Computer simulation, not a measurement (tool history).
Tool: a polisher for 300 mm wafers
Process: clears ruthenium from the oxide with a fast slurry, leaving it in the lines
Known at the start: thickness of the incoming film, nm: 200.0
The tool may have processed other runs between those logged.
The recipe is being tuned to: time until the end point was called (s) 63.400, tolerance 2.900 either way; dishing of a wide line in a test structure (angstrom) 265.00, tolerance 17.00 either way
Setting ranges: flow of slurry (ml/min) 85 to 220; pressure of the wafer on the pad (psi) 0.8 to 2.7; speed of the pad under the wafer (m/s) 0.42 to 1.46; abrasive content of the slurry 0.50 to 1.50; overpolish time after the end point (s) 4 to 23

run,hour,flow of slurry (ml/min),pressure of the wafer on the pad (psi),speed of the pad under the wafer (m/s),abrasive content of the slurry,overpolish time after the end point (s),time until the end point was called (s),dishing of a wide line in a test structure (angstrom)
1,0.0,140,1.7,0.94,1.00,12,105.140,226.33
2,7.5,140,1.7,0.94,1.00,16,104.960,277.53
3,10.3,145,1.8,0.94,1.00,15,99.506,287.67
4,13.1,145,1.9,0.94,1.00,14,90.510,282.20
5,13.7,145,1.9,0.94,1.00,9,92.791,185.36
6,18.9,145,1.9,1.12,1.00,9,79.239,214.82
7,26.9,150,2.1,1.12,1.00,9,70.995,239.24
8,28.7,155,2.2,1.12,1.00,9,67.268,240.29

Which of these 4 next moves meets every target?
A,30.5,180,1.9,1.18,0.95,10,?,?
B,30.5,160,1.7,1.34,1.15,7,?,?
C,30.5,145,2.3,1.04,1.15,9,?,?
D,30.5,150,1.9,1.20,1.05,10,?,?

move,time until the end point was called (s),dishing of a wide line in a test structure (angstrom)
A,76.337,246.01
B,67.671,196.74
C,65.721,256.47
D,72.307,258.85
A: lands further from the targets than the last run did
B: lands further from the targets than the last run did
C: every result lands within tolerance
D: gets the furthest-off result to its target, but another result is out of tolerance
C is the move that brings every result within its allowed miss.

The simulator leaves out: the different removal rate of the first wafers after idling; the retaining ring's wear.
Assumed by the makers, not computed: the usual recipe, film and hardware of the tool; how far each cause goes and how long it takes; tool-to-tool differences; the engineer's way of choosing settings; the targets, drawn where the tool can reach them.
